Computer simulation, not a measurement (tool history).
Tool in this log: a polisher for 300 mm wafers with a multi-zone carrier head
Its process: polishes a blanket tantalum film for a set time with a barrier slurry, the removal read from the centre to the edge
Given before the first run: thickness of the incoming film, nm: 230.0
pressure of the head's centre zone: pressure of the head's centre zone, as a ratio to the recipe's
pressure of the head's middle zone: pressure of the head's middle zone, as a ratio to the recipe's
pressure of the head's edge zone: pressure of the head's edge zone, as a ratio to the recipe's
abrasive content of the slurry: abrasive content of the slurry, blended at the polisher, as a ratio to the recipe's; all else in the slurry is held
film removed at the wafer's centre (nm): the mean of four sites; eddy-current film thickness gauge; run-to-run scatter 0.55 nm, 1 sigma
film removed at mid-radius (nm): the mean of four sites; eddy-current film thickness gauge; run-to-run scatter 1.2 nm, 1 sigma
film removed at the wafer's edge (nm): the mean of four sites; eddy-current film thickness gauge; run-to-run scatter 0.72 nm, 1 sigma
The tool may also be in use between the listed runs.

run,hour,flow of slurry (ml/min),pressure of the head's centre zone,pressure of the head's middle zone,pressure of the head's edge zone,abrasive content of the slurry,polishing time (s),film removed at the wafer's centre (nm),film removed at mid-radius (nm),film removed at the wafer's edge (nm)
1,0.0,230,1.00,1.00,1.00,1.00,65,89.992,92.919,93.456
2,4.3,225,0.98,1.00,0.97,0.95,65,87.331,92.694,90.384
3,7.3,225,0.90,1.00,0.97,0.95,65,79.915,89.718,89.631
4,12.8,225,0.90,1.08,0.97,0.95,65,80.337,98.275,91.315
5,18.2,225,0.90,1.08,0.97,0.95,55,66.833,83.288,76.214
6,24.0,225,0.90,1.08,0.97,0.80,55,65.104,78.939,72.833

Forecast run 7:
7,25.4,235,0.91,1.08,0.98,0.80,55,?,?,?

{"run 7": {"film removed at the wafer's centre (nm)": 66.231, "film removed at mid-radius (nm)": 80.554, "film removed at the wafer's edge (nm)": 74.91}}
